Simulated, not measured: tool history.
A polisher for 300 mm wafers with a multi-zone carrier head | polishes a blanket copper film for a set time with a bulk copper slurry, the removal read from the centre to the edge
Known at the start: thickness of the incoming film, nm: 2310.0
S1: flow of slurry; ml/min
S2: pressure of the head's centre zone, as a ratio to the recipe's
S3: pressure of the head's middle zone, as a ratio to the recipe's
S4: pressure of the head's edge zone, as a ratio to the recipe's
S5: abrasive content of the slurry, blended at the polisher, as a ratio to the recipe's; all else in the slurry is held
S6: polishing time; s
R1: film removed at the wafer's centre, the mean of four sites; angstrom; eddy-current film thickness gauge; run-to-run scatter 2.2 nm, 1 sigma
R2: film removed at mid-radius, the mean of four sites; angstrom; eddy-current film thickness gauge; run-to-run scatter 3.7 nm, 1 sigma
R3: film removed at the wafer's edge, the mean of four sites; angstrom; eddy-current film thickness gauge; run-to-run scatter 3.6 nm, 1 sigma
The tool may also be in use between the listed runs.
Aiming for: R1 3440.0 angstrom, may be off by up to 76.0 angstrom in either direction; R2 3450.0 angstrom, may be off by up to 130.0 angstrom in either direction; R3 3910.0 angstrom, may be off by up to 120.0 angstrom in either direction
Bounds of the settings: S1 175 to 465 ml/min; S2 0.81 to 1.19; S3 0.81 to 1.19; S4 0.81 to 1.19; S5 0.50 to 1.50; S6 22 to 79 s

run,hour,S1,S2,S3,S4,S5,S6,R1,R2,R3
1,0.0,295,1.00,1.00,1.00,1.00,50,4623.0,4652.3,4720.3
2,6.0,290,0.99,0.98,0.99,0.95,50,4533.8,4586.1,4636.0
3,7.7,290,0.99,1.02,0.99,0.95,50,4541.1,4748.8,4697.2
4,8.5,285,0.98,1.00,0.99,0.90,50,4485.9,4544.2,4591.9
5,14.6,280,0.96,0.99,0.99,0.85,50,4340.7,4550.1,4658.7
6,17.6,355,0.96,0.99,0.99,0.85,50,4423.9,4485.8,4660.8
7,23.0,355,0.95,0.98,0.98,0.80,50,4348.5,4486.7,4564.6
8,30.9,355,0.94,0.97,0.98,0.75,49,4194.0,4389.3,4355.4
9,36.0,360,0.93,0.96,1.00,0.75,48,4034.8,4114.7,4429.9
10,40.7,360,0.92,0.95,0.99,0.70,48,3982.7,4157.7,4310.2
11,42.1,360,0.92,0.95,0.99,0.70,48,3959.6,4167.0,4381.2
12,49.3,365,0.92,0.94,0.99,0.70,48,3993.6,4107.6,4272.4
13,53.1,365,0.91,0.93,0.99,0.70,48,3931.0,4098.7,4364.5
14,55.9,370,0.91,0.92,0.99,0.70,48,3925.8,3943.5,4344.4

Which one of the following 5 next-run settings gets every result inside its allowed miss? There is exactly one.
A,58.7,385,0.95,0.94,0.98,0.55,51,?,?,?
B,58.7,365,0.85,0.81,1.17,0.90,41,?,?,?
C,58.7,400,0.91,0.95,1.02,0.60,40,?,?,?
D,58.7,395,0.91,0.90,1.06,0.90,40,?,?,?
E,58.7,395,0.86,0.98,0.98,0.75,41,?,?,?

move,R1,R2,R3
A,4261.1,4309.0,4511.8
B,3248.7,3255.4,4220.9
C,3243.5,3455.2,3652.7
D,3419.3,3483.3,3929.4
E,3229.0,3738.6,3774.7
A: the biggest miss grows against the last run
B: pushes the last run's worst result past its target
C: pushes the last run's worst result past its target
D: every result within its allowed miss
E: pushes the last run's worst result past its target
Go with D: it meets all targets.
